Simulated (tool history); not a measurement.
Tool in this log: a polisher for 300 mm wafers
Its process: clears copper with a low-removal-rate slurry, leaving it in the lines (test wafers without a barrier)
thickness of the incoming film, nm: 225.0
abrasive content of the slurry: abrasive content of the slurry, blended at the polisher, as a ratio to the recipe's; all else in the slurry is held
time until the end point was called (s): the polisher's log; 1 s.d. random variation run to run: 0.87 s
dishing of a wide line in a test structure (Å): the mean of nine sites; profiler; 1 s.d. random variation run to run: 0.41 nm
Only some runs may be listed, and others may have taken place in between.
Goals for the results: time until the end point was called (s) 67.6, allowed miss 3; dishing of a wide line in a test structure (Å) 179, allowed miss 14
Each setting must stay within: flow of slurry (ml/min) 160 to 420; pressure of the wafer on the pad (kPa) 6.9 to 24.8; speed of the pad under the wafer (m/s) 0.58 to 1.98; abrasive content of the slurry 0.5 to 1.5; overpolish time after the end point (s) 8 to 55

| run | hour | flow of slurry (ml/min) | pressure of the wafer on the pad (kPa) | speed of the pad under the wafer (m/s) | abrasive content of the slurry | overpolish time after the end point (s) | time until the end point was called (s) | dishing of a wide line in a test structure (Å) |
|---|---|---|---|---|---|---|---|---|
| 1 | 0 | 270 | 15.9 | 1.28 | 1 | 28 | 95.964 | 260.11 |
| 2 | 0.7 | 270 | 15.9 | 1.28 | 0.85 | 28 | 98.55 | 252.04 |
| 3 | 3.1 | 270 | 17.2 | 1.32 | 0.75 | 23 | 91.315 | 232.73 |
| 4 | 7.7 | 270 | 17.2 | 1.52 | 0.75 | 23 | 82.122 | 263.1 |
| 5 | 16.5 | 270 | 17.2 | 1.34 | 0.75 | 23 | 90.159 | 246.68 |
| 6 | 24.8 | 270 | 17.2 | 1.34 | 0.75 | 35 | 90.289 | 290.52 |
| 7 | 32.8 | 310 | 19.3 | 1.26 | 0.7 | 28 | 85.836 | 271.97 |
| 8 | 40.1 | 270 | 20.7 | 1.24 | 0.65 | 23 | 83.226 | 255.08 |
| 9 | 42.9 | 240 | 21.4 | 1.26 | 0.6 | 19 | 83.381 | 234.32 |
| 10 | 51.5 | 220 | 22.1 | 1.3 | 0.55 | 16 | 80.43 | 213.57 |
| 11 | 57.7 | 160 | 24.8 | 1.42 | 0.5 | 8 | 69.861 | 150.2 |

4 candidate next runs follow, results not yet known. Just one meets every target within its allowed miss. Identify it.
| A | 63.9 | 170 | 21.4 | 1.68 | 0.6 | 10 | ? | ? |
| B | 63.9 | 165 | 22.1 | 1.64 | 0.65 | 8 | ? | ? |
| C | 63.9 | 210 | 24.1 | 1.34 | 0.6 | 13 | ? | ? |
| D | 63.9 | 180 | 23.4 | 1.42 | 0.5 | 12 | ? | ? |

| move | time until the end point was called (s) | dishing of a wide line in a test structure (Å) |
|---|---|---|
| A | 65.833 | 174.95 |
| B | 64.214 | 152.93 |
| C | 68.967 | 200.63 |
| D | 71.695 | 186.54 |
A: all results land within tolerance of their targets
B: closer than the last run, but not yet in spec
C: pushes the last run's worst result past its target
D: the worst result of the last run now meets its target, but another is out of spec
So the answer is move A, the one that meets all the targets.
